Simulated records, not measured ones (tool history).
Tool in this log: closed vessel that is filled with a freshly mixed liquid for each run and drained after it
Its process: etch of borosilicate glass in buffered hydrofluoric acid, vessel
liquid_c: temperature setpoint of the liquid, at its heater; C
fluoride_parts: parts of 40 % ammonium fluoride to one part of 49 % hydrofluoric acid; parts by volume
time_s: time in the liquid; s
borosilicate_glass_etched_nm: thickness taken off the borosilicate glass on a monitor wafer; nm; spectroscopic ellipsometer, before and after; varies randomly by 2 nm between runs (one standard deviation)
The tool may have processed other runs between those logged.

Run 1, day 0.000: liquid_c 23.0 C, fluoride_parts 7.5 parts by volume, time_s 90 s. Result: borosilicate_glass_etched_nm 152.13 nm.
Run 2, day 0.146: liquid_c 24.0 C, fluoride_parts 7.5 parts by volume, time_s 90 s. Result: borosilicate_glass_etched_nm 162.06 nm.
Run 3, day 0.433: liquid_c 24.5 C, fluoride_parts 7.5 parts by volume, time_s 90 s. Result: borosilicate_glass_etched_nm 164.46 nm.
Run 4, day 0.583: liquid_c 25.0 C, fluoride_parts 7.5 parts by volume, time_s 90 s. Result: borosilicate_glass_etched_nm 169.96 nm.
Run 5, day 0.900: liquid_c 25.5 C, fluoride_parts 7.5 parts by volume, time_s 90 s. Result: borosilicate_glass_etched_nm 175.08 nm.
Run 6, day 1.179: liquid_c 25.5 C, fluoride_parts 7.5 parts by volume, time_s 100 s. Result: borosilicate_glass_etched_nm 194.86 nm.

What does the tool deliver on the next run?
Run 7, day 1.204: liquid_c 26.0 C, fluoride_parts 7.5 parts by volume, time_s 100 s. Result: borosilicate_glass_etched_nm ?.

{"run 7": {"borosilicate_glass_etched_nm": 203.21}}

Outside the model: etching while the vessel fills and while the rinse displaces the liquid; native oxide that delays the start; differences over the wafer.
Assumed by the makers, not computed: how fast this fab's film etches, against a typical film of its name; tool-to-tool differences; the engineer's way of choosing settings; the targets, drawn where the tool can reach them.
